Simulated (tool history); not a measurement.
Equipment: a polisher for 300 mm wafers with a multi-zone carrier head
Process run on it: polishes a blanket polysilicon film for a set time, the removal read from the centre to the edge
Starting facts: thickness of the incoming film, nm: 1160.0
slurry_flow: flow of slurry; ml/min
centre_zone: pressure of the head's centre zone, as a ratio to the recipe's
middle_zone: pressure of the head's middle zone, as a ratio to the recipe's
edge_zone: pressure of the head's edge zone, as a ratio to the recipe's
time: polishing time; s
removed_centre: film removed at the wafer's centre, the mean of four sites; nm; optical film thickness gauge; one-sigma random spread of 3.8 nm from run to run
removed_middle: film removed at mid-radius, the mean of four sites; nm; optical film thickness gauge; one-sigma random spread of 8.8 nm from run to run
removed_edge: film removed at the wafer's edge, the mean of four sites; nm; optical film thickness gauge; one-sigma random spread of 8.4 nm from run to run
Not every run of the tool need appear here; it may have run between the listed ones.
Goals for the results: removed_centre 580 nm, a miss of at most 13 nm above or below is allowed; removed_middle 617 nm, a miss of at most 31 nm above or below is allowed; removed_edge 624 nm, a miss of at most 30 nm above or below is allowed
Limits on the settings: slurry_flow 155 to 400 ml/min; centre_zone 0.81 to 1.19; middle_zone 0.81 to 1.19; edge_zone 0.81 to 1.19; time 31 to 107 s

run,hour,slurry_flow,centre_zone,middle_zone,edge_zone,time,removed_centre,removed_middle,removed_edge
1,0,255,1,1,1,69,442.06,425.45,460.96
2,1.4,255,0.92,1,1,69,406.94,425.98,475.36
3,6.7,255,0.92,1,0.96,69,408.57,430.79,461.34
4,9.5,260,0.94,1.03,0.98,72,431.71,452.69,488.74
5,17.5,260,0.88,1.03,0.98,72,404.87,461.21,493.37
6,19.1,260,0.88,1.08,0.98,72,407.37,474.13,484.77
7,19.9,270,0.9,1.09,0.99,75,436.43,502.35,510.6
8,25.1,280,0.92,1.1,1.01,77,458.91,511.41,522.08
9,26.6,275,0.93,1.1,1.01,80,478.95,530.14,560.27
10,30.4,335,1.03,1.19,1.05,84,556.6,617.06,586.03
11,33.4,335,1.03,1.18,1.06,84,560.73,596.5,589.69

Which single option among these 4 for the next run brings every result within its allowed miss of target? Just one does.
A,36.4,335,1.04,1.19,1.11,87,?,?,?
B,36.4,355,1.11,1.18,1,81,?,?,?
C,36.4,385,1.05,1.02,1.06,88,?,?,?
D,36.4,340,1.14,1.18,1.06,78,?,?,?

move,removed_centre,removed_middle,removed_edge
A,590.7,624.84,641.82
B,584.62,580.83,568.73
C,608.45,577.71,639.88
D,574.27,557.47,562.51
A: all results land within tolerance of their targets
B: meets the target for the result that was furthest off, but another lies outside its allowed miss
C: moves the result that the last run missed by most past its target, out the other side
D: meets the target for the result that was furthest off, but another lies outside its allowed miss
So the answer is move A, the one that meets all the targets.
